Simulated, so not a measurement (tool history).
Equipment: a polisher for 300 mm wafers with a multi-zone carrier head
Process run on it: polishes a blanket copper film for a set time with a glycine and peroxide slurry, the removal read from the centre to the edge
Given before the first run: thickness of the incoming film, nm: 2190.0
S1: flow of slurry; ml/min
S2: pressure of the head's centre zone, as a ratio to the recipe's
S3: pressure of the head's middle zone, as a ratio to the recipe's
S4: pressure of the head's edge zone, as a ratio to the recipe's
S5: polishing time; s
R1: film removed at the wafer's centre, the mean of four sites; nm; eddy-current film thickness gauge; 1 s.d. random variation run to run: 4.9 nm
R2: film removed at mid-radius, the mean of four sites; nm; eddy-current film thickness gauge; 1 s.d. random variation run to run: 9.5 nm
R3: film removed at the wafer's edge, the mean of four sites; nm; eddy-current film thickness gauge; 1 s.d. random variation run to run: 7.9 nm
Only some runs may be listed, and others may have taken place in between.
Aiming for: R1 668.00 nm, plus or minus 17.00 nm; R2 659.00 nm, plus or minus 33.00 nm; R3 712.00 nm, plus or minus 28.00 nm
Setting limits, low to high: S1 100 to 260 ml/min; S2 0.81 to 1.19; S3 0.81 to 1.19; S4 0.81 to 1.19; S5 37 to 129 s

run	hour	S1	S2	S3	S4	S5	R1	R2	R3
1	0.0	165	1.00	1.00	1.00	83	598.74	579.30	590.38
2	5.9	165	1.00	1.00	1.00	72	525.68	497.89	507.38
3	9.1	170	1.00	1.00	1.04	76	551.10	526.35	559.64
4	11.3	205	1.00	1.00	1.04	76	573.48	540.72	564.26
5	15.3	205	1.01	1.02	1.07	79	595.92	590.46	601.87
6	16.1	205	1.01	1.02	1.07	62	470.73	471.82	464.48
7	17.7	200	1.02	1.02	1.09	68	521.52	494.31	515.49
8	20.1	195	1.02	1.03	1.11	73	550.84	532.91	545.47
9	28.0	205	1.01	1.03	1.12	77	586.39	563.46	570.57
10	32.7	155	0.98	1.02	1.19	100	704.61	700.90	750.64
11	35.1	120	0.97	1.00	1.15	99	642.80	633.99	707.26
12	39.9	125	0.97	1.00	1.15	99	648.48	646.67	729.99

4 candidate next runs follow, results not yet known. Just one meets every target within its allowed miss. Identify it.
A	44.7	100	0.93	0.92	1.18	107	?	?	?
B	44.7	100	1.00	1.01	1.07	108	?	?	?
C	44.7	100	0.93	0.94	1.14	107	?	?	?
D	44.7	100	0.89	0.95	1.17	113	?	?	?

move	R1	R2	R3
A	624.78	613.05	741.08
B	678.91	669.05	713.81
C	624.87	624.18	728.88
D	631.34	665.16	779.15
A: the biggest miss grows against the last run
B: all results land within tolerance of their targets
C: the biggest miss grows against the last run
D: the biggest miss grows against the last run
The right move is B.

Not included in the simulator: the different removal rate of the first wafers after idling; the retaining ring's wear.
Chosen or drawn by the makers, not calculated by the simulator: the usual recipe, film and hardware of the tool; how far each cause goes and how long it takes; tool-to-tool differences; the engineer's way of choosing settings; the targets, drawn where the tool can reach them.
